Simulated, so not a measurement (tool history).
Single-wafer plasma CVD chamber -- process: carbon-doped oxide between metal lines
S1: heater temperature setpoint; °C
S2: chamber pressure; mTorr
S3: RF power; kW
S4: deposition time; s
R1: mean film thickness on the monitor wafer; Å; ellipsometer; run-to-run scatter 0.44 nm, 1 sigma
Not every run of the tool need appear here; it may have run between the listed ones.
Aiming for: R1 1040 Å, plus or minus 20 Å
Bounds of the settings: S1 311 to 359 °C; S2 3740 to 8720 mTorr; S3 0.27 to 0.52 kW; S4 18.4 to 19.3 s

| run | hour | S1 | S2 | S3 | S4 | R1 |
|---|---|---|---|---|---|---|
| 1 | 0 | 335 | 6230 | 0.395 | 19.3 | 943.17 |
| 2 | 2.7 | 335 | 7210 | 0.395 | 19.3 | 961.93 |
| 3 | 10.3 | 335 | 7210 | 0.395 | 19.3 | 955.7 |
| 4 | 13.2 | 343 | 7210 | 0.395 | 19.3 | 935.97 |
| 5 | 17.9 | 351 | 7210 | 0.395 | 19.3 | 911.76 |
| 6 | 20.1 | 348 | 7390 | 0.4 | 19.3 | 922.98 |
| 7 | 24.2 | 348 | 7390 | 0.4 | 19.3 | 933.86 |
| 8 | 31 | 346 | 7550 | 0.405 | 19.3 | 931.52 |
| 9 | 38 | 344 | 7520 | 0.41 | 19.3 | 951.64 |
| 10 | 44.5 | 332 | 8220 | 0.425 | 19.3 | 1014.2 |
| 11 | 51.7 | 332 | 8220 | 0.425 | 19.3 | 1011.6 |
| 12 | 54.4 | 331 | 8230 | 0.425 | 19.3 | 1013.6 |
| 13 | 62.3 | 330 | 8230 | 0.425 | 19.3 | 1011.1 |
| 14 | 66 | 329 | 8230 | 0.425 | 19.3 | 1015.5 |

Pick the move, out of 4, that brings all results within their allowed miss; only one does.
| A | 69.7 | 323 | 8720 | 0.395 | 18.8 | ? |
| B | 69.7 | 326 | 8720 | 0.43 | 19.3 | ? |
| C | 69.7 | 349 | 8320 | 0.435 | 19 | ? |
| D | 69.7 | 331 | 8030 | 0.405 | 18.5 | ? |

| move | R1 |
|---|---|
| A | 976.33 |
| B | 1039.1 |
| C | 959.08 |
| D | 944.33 |
A: lands further from the targets than the last run did
B: every result lands within tolerance
C: lands further from the targets than the last run did
D: lands further from the targets than the last run did
B is the move that brings every result within its allowed miss.

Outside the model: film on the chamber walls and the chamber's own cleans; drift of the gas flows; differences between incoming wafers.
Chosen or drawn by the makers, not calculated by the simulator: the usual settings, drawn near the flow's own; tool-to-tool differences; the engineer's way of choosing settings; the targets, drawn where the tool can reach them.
